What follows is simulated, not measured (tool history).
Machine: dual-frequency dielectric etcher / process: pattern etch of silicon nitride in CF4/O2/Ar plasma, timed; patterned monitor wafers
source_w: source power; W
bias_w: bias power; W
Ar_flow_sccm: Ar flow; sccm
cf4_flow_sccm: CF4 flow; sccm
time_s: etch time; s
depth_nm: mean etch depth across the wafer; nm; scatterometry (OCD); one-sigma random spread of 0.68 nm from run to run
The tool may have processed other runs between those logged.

run 1 day=0.000 | source_w=430 bias_w=60 Ar_flow_sccm=85 cf4_flow_sccm=82 time_s=73.0 | depth_nm=119.50
run 2 day=0.067 | source_w=470 bias_w=61 Ar_flow_sccm=85 cf4_flow_sccm=82 time_s=73.0 | depth_nm=131.30
run 3 day=0.212 | source_w=520 bias_w=61 Ar_flow_sccm=85 cf4_flow_sccm=82 time_s=73.0 | depth_nm=144.91
run 4 day=0.258 | source_w=520 bias_w=61 Ar_flow_sccm=85 cf4_flow_sccm=82 time_s=66.5 | depth_nm=133.23
run 5 day=0.329 | source_w=520 bias_w=61 Ar_flow_sccm=73 cf4_flow_sccm=82 time_s=66.5 | depth_nm=136.29
run 6 day=0.692 | source_w=540 bias_w=62 Ar_flow_sccm=73 cf4_flow_sccm=83 time_s=67.0 | depth_nm=144.27
run 7 day=1.029 | source_w=560 bias_w=63 Ar_flow_sccm=73 cf4_flow_sccm=83 time_s=67.0 | depth_nm=148.59

Expected results for the next run?
run 8 day=1.192 | source_w=570 bias_w=64 Ar_flow_sccm=73 cf4_flow_sccm=84 time_s=67.5 | depth_nm=?

depth_nm: 153.16 nm

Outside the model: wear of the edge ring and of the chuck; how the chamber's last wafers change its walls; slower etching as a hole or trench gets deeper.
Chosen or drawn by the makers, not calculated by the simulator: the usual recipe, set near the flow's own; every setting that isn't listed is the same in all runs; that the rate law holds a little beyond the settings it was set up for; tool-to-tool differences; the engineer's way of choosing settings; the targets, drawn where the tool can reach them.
